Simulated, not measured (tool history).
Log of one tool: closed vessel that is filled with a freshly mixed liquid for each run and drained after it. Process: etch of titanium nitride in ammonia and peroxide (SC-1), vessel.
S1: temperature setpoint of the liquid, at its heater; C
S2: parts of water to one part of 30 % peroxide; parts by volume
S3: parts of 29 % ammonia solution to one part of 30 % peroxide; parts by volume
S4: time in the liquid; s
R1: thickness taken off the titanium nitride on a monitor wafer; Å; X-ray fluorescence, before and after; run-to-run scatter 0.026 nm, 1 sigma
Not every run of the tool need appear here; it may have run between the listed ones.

run,day,S1,S2,S3,S4,R1
1,0.000,55,19.5,0.4,315,187.78
2,0.104,55,13.0,0.4,315,234.59
3,0.275,55,16.0,0.4,315,210.03
4,0.442,55,10.0,0.4,315,271.16
5,0.633,51,11.5,0.4,315,190.44
6,0.704,51,11.5,0.4,335,202.38
7,0.788,51,11.5,0.4,335,203.23
8,0.825,48,12.5,0.4,335,158.28

What does the tool deliver on the next run?
9,1.171,46,13.5,0.4,335,?

Logged for run 9: R1 131.59 Å.
